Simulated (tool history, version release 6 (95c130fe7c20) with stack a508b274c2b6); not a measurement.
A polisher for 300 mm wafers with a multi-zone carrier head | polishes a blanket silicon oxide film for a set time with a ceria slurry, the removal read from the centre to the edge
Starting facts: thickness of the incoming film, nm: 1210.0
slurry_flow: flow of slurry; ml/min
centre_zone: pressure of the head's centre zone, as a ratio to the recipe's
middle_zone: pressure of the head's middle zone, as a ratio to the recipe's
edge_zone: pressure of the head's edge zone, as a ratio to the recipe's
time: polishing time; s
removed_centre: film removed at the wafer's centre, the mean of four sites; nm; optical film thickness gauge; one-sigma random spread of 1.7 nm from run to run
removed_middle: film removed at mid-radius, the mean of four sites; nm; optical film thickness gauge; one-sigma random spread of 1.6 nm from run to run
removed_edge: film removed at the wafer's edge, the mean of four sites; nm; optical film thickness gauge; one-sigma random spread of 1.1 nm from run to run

{"run": 1, "hour": 0.0, "slurry_flow": 185, "centre_zone": 1, "middle_zone": 1, "edge_zone": 1, "time": 90, "removed_centre": 248.09, "removed_middle": 248.66, "removed_edge": 258.71}
{"run": 2, "hour": 8.8, "slurry_flow": 185, "centre_zone": 1, "middle_zone": 1, "edge_zone": 0.98, "time": 87, "removed_centre": 239.85, "removed_middle": 240.19, "removed_edge": 241.65}
{"run": 3, "hour": 11.5, "slurry_flow": 180, "centre_zone": 0.99, "middle_zone": 0.99, "edge_zone": 0.96, "time": 86, "removed_centre": 232.27, "removed_middle": 236.72, "removed_edge": 239.92}
{"run": 4, "hour": 13.4, "slurry_flow": 180, "centre_zone": 0.91, "middle_zone": 0.99, "edge_zone": 0.96, "time": 86, "removed_centre": 212.97, "removed_middle": 231.26, "removed_edge": 238.64}
{"run": 5, "hour": 20.1, "slurry_flow": 180, "centre_zone": 0.92, "middle_zone": 0.98, "edge_zone": 0.94, "time": 84, "removed_centre": 210.55, "removed_middle": 227.96, "removed_edge": 229.81}
{"run": 6, "hour": 28.7, "slurry_flow": 180, "centre_zone": 0.93, "middle_zone": 0.97, "edge_zone": 0.93, "time": 82, "removed_centre": 211.06, "removed_middle": 220.34, "removed_edge": 224.49}
{"run": 7, "hour": 29.6, "slurry_flow": 175, "centre_zone": 0.94, "middle_zone": 0.97, "edge_zone": 0.92, "time": 80, "removed_centre": 205.67, "removed_middle": 214.3, "removed_edge": 217.85}
{"run": 8, "hour": 34.5, "slurry_flow": 175, "centre_zone": 0.95, "middle_zone": 0.97, "edge_zone": 0.91, "time": 79, "removed_centre": 204.74, "removed_middle": 209.72, "removed_edge": 210.91}
{"run": 9, "hour": 35.6, "slurry_flow": 170, "centre_zone": 0.96, "middle_zone": 0.97, "edge_zone": 0.9, "time": 79, "removed_centre": 205.29, "removed_middle": 208.57, "removed_edge": 209.33}
{"run": 10, "hour": 40.7, "slurry_flow": 165, "centre_zone": 0.97, "middle_zone": 0.97, "edge_zone": 0.89, "time": 79, "removed_centre": 207.32, "removed_middle": 211.02, "removed_edge": 209.86}
{"run": 11, "hour": 42.3, "slurry_flow": 165, "centre_zone": 0.97, "middle_zone": 0.97, "edge_zone": 0.88, "time": 78, "removed_centre": 200.71, "removed_middle": 206.81, "removed_edge": 205.75}
{"run": 12, "hour": 46.6, "slurry_flow": 165, "centre_zone": 0.97, "middle_zone": 0.97, "edge_zone": 0.88, "time": 78, "removed_centre": 204.23, "removed_middle": 204.11, "removed_edge": 205.85}
{"run": 13, "hour": 48.4, "slurry_flow": 165, "centre_zone": 0.98, "middle_zone": 0.97, "edge_zone": 0.87, "time": 77, "removed_centre": 202.67, "removed_middle": 206.51, "removed_edge": 201.4}
{"run": 14, "hour": 52.9, "slurry_flow": 160, "centre_zone": 0.99, "middle_zone": 0.97, "edge_zone": 0.86, "time": 76, "removed_centre": 200.46, "removed_middle": 199, "removed_edge": 196.88}
{"run": 15, "hour": 61.1, "slurry_flow": 155, "centre_zone": 1, "middle_zone": 0.97, "edge_zone": 0.85, "time": 76, "removed_centre": 205.31, "removed_middle": 198.56, "removed_edge": 196.75}
{"run": 16, "hour": 68.1, "slurry_flow": 135, "centre_zone": 1.01, "middle_zone": 1, "edge_zone": 0.81, "time": 70, "removed_centre": 185.34, "removed_middle": 184.46, "removed_edge": 172.88}

The next listed run, before its measurement:
{"run": 17, "hour": 73.7, "slurry_flow": 140, "centre_zone": 1.01, "middle_zone": 1, "edge_zone": 0.81, "time": 70, "removed_centre": "?", "removed_middle": "?", "removed_edge": "?"}

removed_centre: 183.94 nm
removed_middle: 181.92 nm
removed_edge: 173.65 nm

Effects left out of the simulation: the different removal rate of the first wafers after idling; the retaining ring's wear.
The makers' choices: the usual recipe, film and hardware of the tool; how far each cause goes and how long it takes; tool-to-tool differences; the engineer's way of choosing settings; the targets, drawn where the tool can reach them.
